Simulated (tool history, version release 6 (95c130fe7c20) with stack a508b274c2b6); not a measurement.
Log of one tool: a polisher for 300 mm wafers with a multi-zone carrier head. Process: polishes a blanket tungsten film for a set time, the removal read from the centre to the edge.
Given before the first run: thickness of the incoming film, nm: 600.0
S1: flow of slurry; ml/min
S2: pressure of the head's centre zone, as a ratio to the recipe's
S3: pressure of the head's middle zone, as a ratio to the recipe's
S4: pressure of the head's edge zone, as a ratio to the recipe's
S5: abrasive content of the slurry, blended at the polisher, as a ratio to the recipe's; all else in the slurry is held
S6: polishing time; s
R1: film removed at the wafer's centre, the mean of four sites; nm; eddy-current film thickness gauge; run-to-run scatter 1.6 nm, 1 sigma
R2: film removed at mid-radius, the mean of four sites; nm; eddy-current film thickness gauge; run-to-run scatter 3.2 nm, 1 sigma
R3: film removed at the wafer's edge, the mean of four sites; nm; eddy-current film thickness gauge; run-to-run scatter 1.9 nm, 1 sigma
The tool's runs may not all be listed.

run  hour   S1    S2    S3    S4    S5  S6      R1      R2      R3
  1     0  320     1     1     1     1  56  178.07  179.67  180.59
  2   1.7  320  1.01     1  1.02  1.05  56  178.72  179.63  183.65
  3   3.6  320  1.09     1  1.02  1.05  56  192.84  182.26  180.09
  4   9.6  320  1.09  1.08  1.02  1.05  56  195.06  191.84  181.84
  5  13.2  320  1.09  1.08  1.02  1.15  56  198.44  195.42  185.54
  6  16.4  325  1.09  1.07  1.04   1.2  57  203.26  200.71  194.94
  7  23.3  365  1.18  1.05  1.14  1.45  58  235.38  212.27  213.76
  8  25.8  365  1.17  1.04  1.15  1.45  58  233.47   207.4  214.68
  9  33.5  365  1.16  1.04  1.16  1.45  58  232.09  203.98  216.39
 10  39.8  365  1.15  1.05  1.16  1.45  58  230.06  214.17  218.88

What does the tool deliver on the next run?
 11  44.7  365  1.14  1.03  1.18  1.5  59   ?   ?   ?

R1: 235.01 nm
R2: 214.41 nm
R3: 224.59 nm
